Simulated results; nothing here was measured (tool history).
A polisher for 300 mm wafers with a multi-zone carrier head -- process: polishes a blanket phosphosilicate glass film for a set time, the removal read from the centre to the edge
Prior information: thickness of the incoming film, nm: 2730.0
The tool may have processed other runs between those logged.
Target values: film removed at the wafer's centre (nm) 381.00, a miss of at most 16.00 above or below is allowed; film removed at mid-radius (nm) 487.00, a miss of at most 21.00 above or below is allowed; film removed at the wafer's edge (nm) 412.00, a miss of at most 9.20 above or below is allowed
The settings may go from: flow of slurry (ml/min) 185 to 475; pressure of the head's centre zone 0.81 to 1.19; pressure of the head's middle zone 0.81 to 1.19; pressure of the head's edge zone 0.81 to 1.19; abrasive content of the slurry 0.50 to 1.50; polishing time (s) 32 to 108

run	day	flow of slurry (ml/min)	pressure of the head's centre zone	pressure of the head's middle zone	pressure of the head's edge zone	abrasive content of the slurry	polishing time (s)	film removed at the wafer's centre (nm)	film removed at mid-radius (nm)	film removed at the wafer's edge (nm)
1	0.000	305	1.00	1.00	1.00	1.00	70	410.66	414.95	399.73
2	0.204	305	1.00	1.06	1.00	1.00	70	407.19	443.84	397.82
3	0.567	305	1.00	1.06	1.00	1.00	63	373.20	388.30	358.86
4	0.617	310	0.98	1.09	1.02	1.05	63	366.77	414.32	370.52
5	0.788	315	0.98	1.11	1.04	1.05	63	375.47	410.70	375.20
6	1.146	315	0.98	1.11	1.04	1.00	63	356.31	410.21	366.07
7	1.300	315	0.98	1.11	1.04	1.00	63	351.40	399.66	364.44
8	1.346	315	0.97	1.13	1.04	1.05	63	365.18	428.09	376.44
9	1.538	315	0.96	1.14	1.05	1.10	63	368.96	436.02	384.23
10	1.846	320	0.95	1.15	1.05	1.15	63	385.66	446.35	391.43
11	2.217	315	0.93	1.16	1.05	1.15	63	371.70	443.30	391.78

4 candidate next runs follow, results not yet known. Just one meets every target within its allowed miss. Identify it.
A	2.588	310	0.90	1.02	1.12	1.30	61	?	?	?
B	2.588	260	0.90	1.18	1.02	1.15	68	?	?	?
C	2.588	260	0.97	1.03	1.04	1.50	54	?	?	?
D	2.588	265	0.92	1.08	1.03	1.30	58	?	?	?

move	film removed at the wafer's centre (nm)	film removed at mid-radius (nm)	film removed at the wafer's edge (nm)
A	360.91	411.38	418.33
B	376.32	486.12	416.71
C	360.03	384.08	374.34
D	346.83	406.26	378.02
A: the furthest-off result lands on target, but another misses its tolerance
B: each result inside its tolerance
C: lands further from the targets than the last run did
D: lands further from the targets than the last run did
Answer: B
